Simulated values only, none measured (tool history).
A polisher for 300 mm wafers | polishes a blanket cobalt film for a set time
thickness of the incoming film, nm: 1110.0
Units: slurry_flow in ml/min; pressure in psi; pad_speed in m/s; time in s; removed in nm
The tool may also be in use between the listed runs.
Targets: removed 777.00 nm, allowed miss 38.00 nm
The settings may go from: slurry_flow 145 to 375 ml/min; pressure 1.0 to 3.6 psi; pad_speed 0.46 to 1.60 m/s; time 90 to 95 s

| run | hour | slurry_flow | pressure | pad_speed | time | removed |
|---|---|---|---|---|---|---|
| 1 | 0.0 | 240 | 2.3 | 1.02 | 90 | 492.60 |
| 2 | 0.8 | 240 | 2.5 | 1.02 | 90 | 525.53 |
| 3 | 2.0 | 240 | 2.6 | 1.02 | 90 | 548.93 |
| 4 | 8.2 | 240 | 2.7 | 1.02 | 90 | 568.94 |
| 5 | 10.2 | 240 | 2.7 | 0.92 | 90 | 499.89 |
| 6 | 12.1 | 240 | 2.8 | 0.94 | 90 | 514.50 |
| 7 | 19.9 | 240 | 2.9 | 0.96 | 90 | 573.25 |
| 8 | 23.9 | 240 | 3.0 | 0.96 | 90 | 581.16 |

4 next moves are on the table. One of them brings every result within its allowed miss. Which?
| A | 27.9 | 190 | 2.8 | 0.94 | 90 | ? |
| B | 27.9 | 205 | 2.2 | 0.98 | 95 | ? |
| C | 27.9 | 180 | 3.1 | 0.84 | 95 | ? |
| D | 27.9 | 200 | 2.6 | 1.40 | 95 | ? |

| move | removed |
|---|---|
| A | 511.80 |
| B | 458.56 |
| C | 527.52 |
| D | 749.74 |
A: further off than the last run
B: further off than the last run
C: further off than the last run
D: meets every target
Move D is the one to make.
